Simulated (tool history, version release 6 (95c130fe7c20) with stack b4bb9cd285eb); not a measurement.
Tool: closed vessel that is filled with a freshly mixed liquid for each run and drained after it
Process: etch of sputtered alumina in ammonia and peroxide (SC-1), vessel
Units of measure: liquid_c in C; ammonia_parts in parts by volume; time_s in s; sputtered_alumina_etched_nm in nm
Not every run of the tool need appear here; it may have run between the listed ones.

run 1 hour=0.0 | liquid_c=54.0 ammonia_parts=0.85 time_s=40 | sputtered_alumina_etched_nm=2.8237
run 2 hour=7.3 | liquid_c=57.0 ammonia_parts=0.85 time_s=40 | sputtered_alumina_etched_nm=3.2880
run 3 hour=14.3 | liquid_c=53.0 ammonia_parts=0.85 time_s=40 | sputtered_alumina_etched_nm=2.6620
run 4 hour=20.4 | liquid_c=53.0 ammonia_parts=1.10 time_s=40 | sputtered_alumina_etched_nm=2.7324
run 5 hour=28.4 | liquid_c=50.5 ammonia_parts=1.10 time_s=40 | sputtered_alumina_etched_nm=2.3772
run 6 hour=35.7 | liquid_c=50.5 ammonia_parts=0.90 time_s=40 | sputtered_alumina_etched_nm=2.3305
run 7 hour=37.7 | liquid_c=49.0 ammonia_parts=0.90 time_s=40 | sputtered_alumina_etched_nm=2.1545

What will run 8 give?
run 8 hour=44.7 | liquid_c=48.0 ammonia_parts=0.90 time_s=40 | sputtered_alumina_etched_nm=?

Run 8 produced sputtered_alumina_etched_nm 2.0664 nm.

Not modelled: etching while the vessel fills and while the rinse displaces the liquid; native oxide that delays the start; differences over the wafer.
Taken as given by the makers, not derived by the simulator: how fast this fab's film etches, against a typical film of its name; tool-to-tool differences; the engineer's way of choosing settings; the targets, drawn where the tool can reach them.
